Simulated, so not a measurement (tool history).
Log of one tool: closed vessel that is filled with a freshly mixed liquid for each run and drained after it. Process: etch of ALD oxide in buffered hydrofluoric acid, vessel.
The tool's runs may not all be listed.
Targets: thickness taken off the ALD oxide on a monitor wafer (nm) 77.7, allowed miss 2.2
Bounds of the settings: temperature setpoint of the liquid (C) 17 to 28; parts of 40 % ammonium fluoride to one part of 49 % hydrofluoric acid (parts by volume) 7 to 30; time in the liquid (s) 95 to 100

run	hour	temperature setpoint of the liquid (C)	parts of 40 % ammonium fluoride to one part of 49 % hydrofluoric acid (parts by volume)	time in the liquid (s)	thickness taken off the ALD oxide on a monitor wafer (nm)
1	0	20	19	95	83.736
2	2.7	20	19	100	87.417
3	5.6	20	17	100	97.269
4	8.9	19.5	17	100	95.702
5	12.9	19	17	100	91.111
6	19.5	18	17.5	100	83.384
# hour 21.3: hydrofluoric acid flow meter replaced
7	21.3	17.5	17.5	100	88.864
8	25.1	17	20.5	100	74.854

Which of these 4 next moves meets every target?
A	28.9	17	21	100	?
B	28.9	17	22	100	?
C	28.9	17.5	22	100	?
D	28.9	17	19.5	100	?

move	thickness taken off the ALD oxide on a monitor wafer (nm)
A	73.539
B	71.212
C	73.278
D	77.988
A: further off than the last run
B: further off than the last run
C: further off than the last run
D: meets every target
The right move is D.
